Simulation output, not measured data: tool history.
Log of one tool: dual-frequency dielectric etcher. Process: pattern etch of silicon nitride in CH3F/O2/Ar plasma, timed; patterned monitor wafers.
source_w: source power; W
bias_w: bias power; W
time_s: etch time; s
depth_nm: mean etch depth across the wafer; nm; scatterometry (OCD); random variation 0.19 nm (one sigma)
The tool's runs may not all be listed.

run  hour  source_w  bias_w  time_s  depth_nm
  1     0       490      64    45.5     34.46
  2   7.4       450      63    45.5    33.289
  3  11.7       450      57    45.5    32.368
  4  17.1       430      56    45.5    31.656
  5  25.4       420      55    45.5    31.506
  6  32.4       500      55    45.5    33.041
  7    35       470      54    45.5    32.562
  8    38       450      53    45.5    31.731
  9  40.3       430      52    45.5    31.124

The next listed run, before its measurement:
 10    49       420      52    45.5         ?

{"run 10": {"depth_nm": 31.089}}
